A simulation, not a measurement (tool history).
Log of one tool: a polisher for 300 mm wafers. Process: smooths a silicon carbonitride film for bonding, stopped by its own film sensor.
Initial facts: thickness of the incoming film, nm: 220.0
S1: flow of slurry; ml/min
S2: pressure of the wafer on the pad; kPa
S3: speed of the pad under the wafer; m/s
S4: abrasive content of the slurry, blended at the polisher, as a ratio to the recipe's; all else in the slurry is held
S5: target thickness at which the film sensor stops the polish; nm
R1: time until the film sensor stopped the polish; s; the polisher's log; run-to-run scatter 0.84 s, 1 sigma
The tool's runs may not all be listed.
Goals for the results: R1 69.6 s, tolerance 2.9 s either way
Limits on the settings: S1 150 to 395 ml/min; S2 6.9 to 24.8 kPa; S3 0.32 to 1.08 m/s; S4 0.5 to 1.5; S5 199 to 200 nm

run 1 hour=0 | S1=250 S2=15.9 S3=0.7 S4=1 S5=200 | R1=107.7
run 2 hour=2.3 | S1=250 S2=17.2 S3=0.7 S4=1 S5=200 | R1=101.42
run 3 hour=4.9 | S1=250 S2=18.6 S3=0.7 S4=1 S5=200 | R1=94.22
run 4 hour=12.7 | S1=250 S2=18.6 S3=0.7 S4=1 S5=200 | R1=93.396
run 5 hour=17.5 | S1=250 S2=20 S3=0.7 S4=1 S5=200 | R1=86.458
run 6 hour=24 | S1=250 S2=20.7 S3=0.7 S4=1 S5=200 | R1=83.998
run 7 hour=27.1 | S1=250 S2=21.4 S3=0.7 S4=1 S5=200 | R1=82.78
run 8 hour=27.8 | S1=250 S2=22.1 S3=0.7 S4=1 S5=200 | R1=78.522
run 9 hour=30.2 | S1=250 S2=22.8 S3=0.7 S4=1 S5=200 | R1=77.795
run 10 hour=36.6 | S1=250 S2=23.4 S3=0.7 S4=1 S5=200 | R1=75.305
run 11 hour=38.3 | S1=250 S2=24.1 S3=0.7 S4=1 S5=200 | R1=72.291

Below are 5 possible settings for the next run. Only one of them brings all results inside the allowed miss of their targets. Which is it?
run A hour=40 | S1=240 S2=23.4 S3=0.68 S4=1.05 S5=200 | R1=?
run B hour=40 | S1=260 S2=24.1 S3=0.68 S4=1 S5=200 | R1=?
run C hour=40 | S1=305 S2=21.4 S3=0.72 S4=1.05 S5=200 | R1=?
run D hour=40 | S1=250 S2=22.1 S3=0.84 S4=1.05 S5=200 | R1=?
run E hour=40 | S1=150 S2=22.8 S3=1.08 S4=0.75 S5=200 | R1=?

move=A R1=74.78
move=B R1=74.46
move=C R1=76.82
move=D R1=68.516
move=E R1=78.377
A: its largest miss is bigger than the last run's
B: its largest miss is bigger than the last run's
C: its largest miss is bigger than the last run's
D: every result within its allowed miss
E: its largest miss is bigger than the last run's
The move that meets every target is D.
